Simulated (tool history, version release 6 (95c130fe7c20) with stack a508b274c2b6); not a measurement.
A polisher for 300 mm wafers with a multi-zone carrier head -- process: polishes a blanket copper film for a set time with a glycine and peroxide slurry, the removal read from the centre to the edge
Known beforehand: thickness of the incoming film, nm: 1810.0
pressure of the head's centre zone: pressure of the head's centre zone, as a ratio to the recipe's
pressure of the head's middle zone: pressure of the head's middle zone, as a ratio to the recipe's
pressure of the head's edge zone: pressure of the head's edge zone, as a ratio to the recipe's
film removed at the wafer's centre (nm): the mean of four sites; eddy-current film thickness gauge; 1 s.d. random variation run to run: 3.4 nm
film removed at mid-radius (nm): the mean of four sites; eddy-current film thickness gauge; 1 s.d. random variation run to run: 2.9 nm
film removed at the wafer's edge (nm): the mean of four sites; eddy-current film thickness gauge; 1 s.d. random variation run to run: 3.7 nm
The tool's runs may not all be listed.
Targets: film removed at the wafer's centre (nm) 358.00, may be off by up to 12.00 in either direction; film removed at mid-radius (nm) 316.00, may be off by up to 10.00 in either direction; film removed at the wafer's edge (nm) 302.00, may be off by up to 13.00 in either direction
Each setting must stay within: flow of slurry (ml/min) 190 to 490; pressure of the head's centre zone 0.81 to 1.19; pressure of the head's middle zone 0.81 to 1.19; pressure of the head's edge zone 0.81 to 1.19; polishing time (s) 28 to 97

run  hour  flow of slurry (ml/min)  pressure of the head's centre zone  pressure of the head's middle zone  pressure of the head's edge zone  polishing time (s)  film removed at the wafer's centre (nm)  film removed at mid-radius (nm)  film removed at the wafer's edge (nm)
  1   0.0                      315                                1.00                                1.00                              1.00                  62                                   219.87                           207.98                                 218.09
  2   5.4                      325                                1.05                                1.04                              1.02                  68                                   253.36                           237.80                                 244.24
  3  12.3                      325                                0.98                                1.04                              1.02                  68                                   239.34                           233.68                                 238.98
  4  16.9                      325                                0.98                                0.99                              1.02                  68                                   238.57                           222.65                                 238.51
  5  24.0                      325                                0.98                                0.92                              1.02                  68                                   235.97                           215.35                                 245.19
  6  30.8                      335                                1.04                                0.98                              1.01                  72                                   267.62                           238.95                                 253.98
  7  37.0                      335                                1.04                                0.98                              1.01                  72                                   268.29                           240.43                                 246.84
  8  44.5                      335                                1.08                                1.02                              1.04                  75                                   288.30                           253.17                                 267.52
  9  49.5                      335                                1.11                                1.06                              1.04                  78                                   303.96                           276.20                                 274.07
 10  58.0                      340                                1.13                                1.07                              1.05                  80                                   317.34                           281.60                                 295.69
 11  65.5                      345                                1.15                                1.08                              1.02                  81                                   329.83                           288.80                                 280.16
 12  74.5                      350                                1.16                                1.09                              1.03                  82                                   330.37                           301.40                                 294.30
 13  76.8                      350                                1.17                                1.09                              1.02                  83                                   340.48                           300.54                                 295.17
 14  79.1                      350                                1.18                                1.10                              1.01                  84                                   350.10                           301.38                                 294.33

5 next moves are on the table. One of them brings every result within its allowed miss. Which?
  A  81.4                      250                                1.19                                1.14                              1.00                  88                                        ?                                ?                                      ?
  B  81.4                      415                                1.10                                1.01                              1.19                  82                                        ?                                ?                                      ?
  C  81.4                      325                                1.16                                1.01                              1.13                  83                                        ?                                ?                                      ?
  D  81.4                      330                                1.19                                1.00                              0.94                  85                                        ?                                ?                                      ?
  E  81.4                      335                                1.19                                1.02                              1.00                  87                                        ?                                ?                                      ?

move  film removed at the wafer's centre (nm)  film removed at mid-radius (nm)  film removed at the wafer's edge (nm)
   A                                   351.92                           316.30                                 296.79
   B                                   323.95                           282.69                                 311.69
   C                                   335.43                           280.18                                 303.02
   D                                   351.73                           285.24                                 286.46
   E                                   360.62                           296.76                                 301.31
A: meets every target
B: further off than the last run
C: further off than the last run
D: further off than the last run
E: further off than the last run
A meets every target.
